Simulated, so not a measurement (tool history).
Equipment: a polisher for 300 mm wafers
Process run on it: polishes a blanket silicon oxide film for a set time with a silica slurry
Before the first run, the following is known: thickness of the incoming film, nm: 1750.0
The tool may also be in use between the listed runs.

| run | hour | flow of slurry (ml/min) | pressure of the wafer on the pad (psi) | speed of the pad under the wafer (m/s) | abrasive content of the slurry | polishing time (s) | film removed (nm) |
|---|---|---|---|---|---|---|---|
| 1 | 0 | 280 | 2.9 | 1.44 | 1 | 40 | 132.89 |
| 2 | 5 | 280 | 2.9 | 1.64 | 1 | 40 | 148.94 |
| 3 | 10.3 | 280 | 2.4 | 1.64 | 1 | 40 | 122.31 |
| 4 | 13.2 | 280 | 2.4 | 1.64 | 1 | 36 | 112.2 |
| 5 | 22.2 | 280 | 2.4 | 1.34 | 1 | 36 | 95.713 |
| 6 | 22.8 | 280 | 2.3 | 1.34 | 1 | 36 | 91.267 |
| 7 | 31.6 | 280 | 2.3 | 1.34 | 1 | 36 | 89.713 |
| 8 | 36.2 | 275 | 2.1 | 1.34 | 1 | 36 | 82.159 |

Run 9 comes next. What will it give?
| 9 | 37.3 | 270 | 2.1 | 1.34 | 1 | 36 | ? |

Logged for run 9: film removed (nm) 82.226.

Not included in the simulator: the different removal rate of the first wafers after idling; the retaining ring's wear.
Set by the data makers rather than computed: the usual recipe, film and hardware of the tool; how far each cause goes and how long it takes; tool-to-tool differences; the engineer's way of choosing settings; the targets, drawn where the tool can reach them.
